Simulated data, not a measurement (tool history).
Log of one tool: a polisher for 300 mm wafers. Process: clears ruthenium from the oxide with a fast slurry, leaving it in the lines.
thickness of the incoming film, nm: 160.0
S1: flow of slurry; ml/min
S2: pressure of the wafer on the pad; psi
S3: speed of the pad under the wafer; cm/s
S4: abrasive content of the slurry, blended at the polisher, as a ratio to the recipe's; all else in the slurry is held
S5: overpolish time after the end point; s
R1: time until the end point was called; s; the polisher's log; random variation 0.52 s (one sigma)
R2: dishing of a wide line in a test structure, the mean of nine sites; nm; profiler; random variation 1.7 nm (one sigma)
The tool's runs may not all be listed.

run 1 hour=0 | S1=245 S2=3.2 S3=86 S4=1 S5=25 | R1=41.184 R2=68.756
run 2 hour=8.4 | S1=245 S2=3 S3=86 S4=1 S5=27 | R1=42.21 R2=75.404
run 3 hour=16.1 | S1=245 S2=2.4 S3=86 S4=1 S5=27 | R1=47.709 R2=66.617
run 4 hour=16.7 | S1=245 S2=2.3 S3=86 S4=1 S5=29 | R1=49.822 R2=68.596
run 5 hour=20.9 | S1=245 S2=2.2 S3=86 S4=1 S5=30 | R1=50.592 R2=68.408
run 6 hour=25.1 | S1=290 S2=2.2 S3=86 S4=1 S5=30 | R1=50.325 R2=71.039
run 7 hour=28.8 | S1=290 S2=2.1 S3=86 S4=1 S5=31 | R1=50.786 R2=69.254

Forecast run 8:
run 8 hour=33.1 | S1=290 S2=2 S3=86 S4=1 S5=32 | R1=? R2=?

Run 8 gave R1 52.545 s, R2 71.718 nm.
